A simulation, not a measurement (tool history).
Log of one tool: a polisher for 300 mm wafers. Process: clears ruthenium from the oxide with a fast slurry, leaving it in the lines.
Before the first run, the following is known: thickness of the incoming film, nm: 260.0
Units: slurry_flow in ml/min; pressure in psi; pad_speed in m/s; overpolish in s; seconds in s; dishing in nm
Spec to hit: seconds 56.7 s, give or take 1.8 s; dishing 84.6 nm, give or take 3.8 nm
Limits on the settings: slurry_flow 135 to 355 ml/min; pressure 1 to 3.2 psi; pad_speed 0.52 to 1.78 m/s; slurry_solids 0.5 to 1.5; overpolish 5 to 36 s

run  hour  slurry_flow  pressure  pad_speed  slurry_solids  overpolish  seconds  dishing
  1     0          225       2.1       1.14              1          18   83.056   51.123
  2   0.9          225       2.2       1.14              1          19   78.829   54.631
  3   5.2          225       1.7       1.14              1          19   102.91   44.688
  4   8.9          225       1.9       1.14              1          20   90.832   50.824
  5  13.7          185       1.9       1.14              1          20   93.212   49.356
  6  14.4          135       1.9       1.14              1          20   98.764   47.451
  7  22.9          200       2.5       1.16              1          23   69.377   70.499
  8  27.3          210       2.5       1.16              1          23   68.408    70.31
  9  33.7          220       2.5       1.16              1          23    68.01   70.653
 10  34.7          225       2.5       1.16              1          23   68.094   70.566
     41.1  -- head pressure recalibrated
 11  41.1          230       2.6       1.16              1          23   60.926   78.982
 12  45.1          235       2.6       1.16              1          23   60.318   78.692
 13  47.2          240       2.6       1.16              1          23   60.499   77.236
 14  54.8          245       2.6       1.16              1          23   60.322   79.429
 15  60.9          250       2.6       1.16              1          23   60.239   78.585
 16  67.7          255       2.6       1.16              1          23   60.093    80.15
 17    74          260       2.6       1.16              1          23   60.314   78.436
 18  74.7          265       2.6       1.16              1          23   61.112    78.32

Which single option among these 5 for the next run brings every result within its allowed miss of target? Just one does.
  A  75.4          255       2.7       1.24            0.9          20        ?        ?
  B  75.4          275       2.6       1.08           1.05          26        ?        ?
  C  75.4          145       2.2       1.52           0.85          27        ?        ?
  D  75.4          230       2.4       1.38           0.95          24        ?        ?
  E  75.4          275       2.6       1.06           1.05          23        ?        ?

move  seconds  dishing
   A   56.661   75.387
   B   62.305    85.33
   C   63.789   86.205
   D   56.652   86.259
   E   63.434   76.933
A: gets the furthest-off result to its target, but another result is out of tolerance
B: the biggest miss grows against the last run
C: the biggest miss grows against the last run
D: every result within its allowed miss
E: the biggest miss grows against the last run
The right move is D.

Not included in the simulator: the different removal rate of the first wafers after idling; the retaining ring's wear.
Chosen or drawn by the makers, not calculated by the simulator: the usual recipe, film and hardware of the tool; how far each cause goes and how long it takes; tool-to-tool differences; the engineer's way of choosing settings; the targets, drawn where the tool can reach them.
